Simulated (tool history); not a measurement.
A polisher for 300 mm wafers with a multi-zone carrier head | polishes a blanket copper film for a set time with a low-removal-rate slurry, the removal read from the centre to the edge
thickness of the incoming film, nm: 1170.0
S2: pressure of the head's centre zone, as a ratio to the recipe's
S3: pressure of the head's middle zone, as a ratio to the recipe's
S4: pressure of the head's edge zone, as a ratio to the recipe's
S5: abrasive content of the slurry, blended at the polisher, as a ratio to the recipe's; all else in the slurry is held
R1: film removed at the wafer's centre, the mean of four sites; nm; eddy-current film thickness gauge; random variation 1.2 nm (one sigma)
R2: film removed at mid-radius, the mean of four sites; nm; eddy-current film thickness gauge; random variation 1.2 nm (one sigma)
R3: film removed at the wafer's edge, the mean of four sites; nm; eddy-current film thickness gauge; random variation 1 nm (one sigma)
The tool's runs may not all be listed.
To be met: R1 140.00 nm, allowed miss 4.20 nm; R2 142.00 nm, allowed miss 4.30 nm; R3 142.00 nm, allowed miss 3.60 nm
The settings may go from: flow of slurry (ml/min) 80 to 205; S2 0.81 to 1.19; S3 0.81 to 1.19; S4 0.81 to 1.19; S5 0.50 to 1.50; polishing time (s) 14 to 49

Run 1, hour 0.0: flow of slurry (ml/min) 135, S2 1.00, S3 1.00, S4 1.00, S5 1.00, polishing time (s) 31. Result: R1 120.94 nm, R2 118.26 nm, R3 117.85 nm.
Run 2, hour 7.8: flow of slurry (ml/min) 135, S2 1.00, S3 1.00, S4 1.00, S5 0.80, polishing time (s) 31. Result: R1 114.62 nm, R2 112.17 nm, R3 112.79 nm.
Run 3, hour 16.2: flow of slurry (ml/min) 135, S2 1.00, S3 1.00, S4 1.03, S5 0.80, polishing time (s) 31. Result: R1 114.53 nm, R2 113.27 nm, R3 115.34 nm.
Run 4, hour 22.0: flow of slurry (ml/min) 135, S2 1.00, S3 1.00, S4 1.03, S5 0.75, polishing time (s) 31. Result: R1 114.28 nm, R2 112.46 nm, R3 112.47 nm.
Run 5, hour 30.8: flow of slurry (ml/min) 135, S2 1.00, S3 1.00, S4 1.03, S5 0.60, polishing time (s) 31. Result: R1 107.62 nm, R2 106.59 nm, R3 108.02 nm.
Run 6, hour 34.1: flow of slurry (ml/min) 110, S2 1.00, S3 1.00, S4 1.03, S5 0.60, polishing time (s) 31. Result: R1 105.47 nm, R2 102.07 nm, R3 105.05 nm.
Run 7, hour 39.2: flow of slurry (ml/min) 110, S2 1.00, S3 1.00, S4 1.03, S5 0.60, polishing time (s) 31. Result: R1 105.08 nm, R2 104.34 nm, R3 105.06 nm.
Run 8, hour 44.3: flow of slurry (ml/min) 120, S2 1.01, S3 1.01, S4 1.05, S5 0.65, polishing time (s) 31. Result: R1 108.37 nm, R2 107.55 nm, R3 109.37 nm.
Run 9, hour 47.2: flow of slurry (ml/min) 125, S2 1.02, S3 1.02, S4 1.07, S5 0.70, polishing time (s) 31. Result: R1 113.18 nm, R2 110.66 nm, R3 113.67 nm.
Run 10, hour 53.9: flow of slurry (ml/min) 130, S2 1.03, S3 1.03, S4 1.08, S5 0.70, polishing time (s) 31. Result: R1 117.10 nm, R2 112.60 nm, R3 112.94 nm.
Run 11, hour 57.7: flow of slurry (ml/min) 135, S2 1.03, S3 1.03, S4 1.09, S5 0.75, polishing time (s) 31. Result: R1 116.88 nm, R2 116.43 nm, R3 115.22 nm.
Run 12, hour 61.9: flow of slurry (ml/min) 140, S2 1.03, S3 1.03, S4 1.10, S5 0.80, polishing time (s) 31. Result: R1 120.40 nm, R2 118.24 nm, R3 119.93 nm.
Run 13, hour 64.3: flow of slurry (ml/min) 140, S2 1.03, S3 1.03, S4 1.10, S5 0.80, polishing time (s) 31. Result: R1 122.08 nm, R2 116.91 nm, R3 117.45 nm.
Run 14, hour 67.6: flow of slurry (ml/min) 145, S2 1.02, S3 1.03, S4 1.11, S5 0.85, polishing time (s) 31. Result: R1 121.08 nm, R2 119.95 nm, R3 122.98 nm.
Run 15, hour 73.6: flow of slurry (ml/min) 150, S2 1.02, S3 1.04, S4 1.12, S5 0.85, polishing time (s) 31. Result: R1 121.94 nm, R2 121.07 nm, R3 122.46 nm.
Run 16, hour 76.0: flow of slurry (ml/min) 155, S2 1.02, S3 1.04, S4 1.13, S5 0.90, polishing time (s) 31. Result: R1 123.60 nm, R2 123.86 nm, R3 124.69 nm.
Run 17, hour 76.5: flow of slurry (ml/min) 160, S2 1.02, S3 1.04, S4 1.14, S5 0.95, polishing time (s) 31. Result: R1 126.57 nm, R2 122.86 nm, R3 127.61 nm.
Run 18, hour 77.4: flow of slurry (ml/min) 160, S2 1.02, S3 1.05, S4 1.15, S5 1.00, polishing time (s) 31. Result: R1 126.94 nm, R2 127.79 nm, R3 129.69 nm.
Run 19, hour 84.7: flow of slurry (ml/min) 195, S2 1.04, S3 1.05, S4 1.19, S5 1.15, polishing time (s) 31. Result: R1 138.06 nm, R2 133.80 nm, R3 137.89 nm.

Which of these 5 next moves meets every target?
Run A, hour 92.0: flow of slurry (ml/min) 185, S2 1.00, S3 1.05, S4 1.13, S5 1.00, polishing time (s) 34. Result: R1 ?, R2 ?, R3 ?.
Run B, hour 92.0: flow of slurry (ml/min) 195, S2 1.10, S3 1.07, S4 1.19, S5 1.40, polishing time (s) 28. Result: R1 ?, R2 ?, R3 ?.
Run C, hour 92.0: flow of slurry (ml/min) 205, S2 1.05, S3 1.10, S4 1.02, S5 1.40, polishing time (s) 31. Result: R1 ?, R2 ?, R3 ?.
Run D, hour 92.0: flow of slurry (ml/min) 190, S2 1.07, S3 1.01, S4 1.18, S5 1.15, polishing time (s) 30. Result: R1 ?, R2 ?, R3 ?.
Run E, hour 92.0: flow of slurry (ml/min) 205, S2 1.14, S3 1.04, S4 1.10, S5 1.45, polishing time (s) 29. Result: R1 ?, R2 ?, R3 ?.

move      R1      R2      R3
   A  139.86  142.90  142.62
   B  137.84  129.80  130.58
   C  146.71  148.18  134.84
   D  136.80  126.25  133.03
   E  150.23  133.13  131.87
A: meets every target
B: further off than the last run
C: takes the result that was furthest off past its target
D: further off than the last run
E: further off than the last run
Answer: A
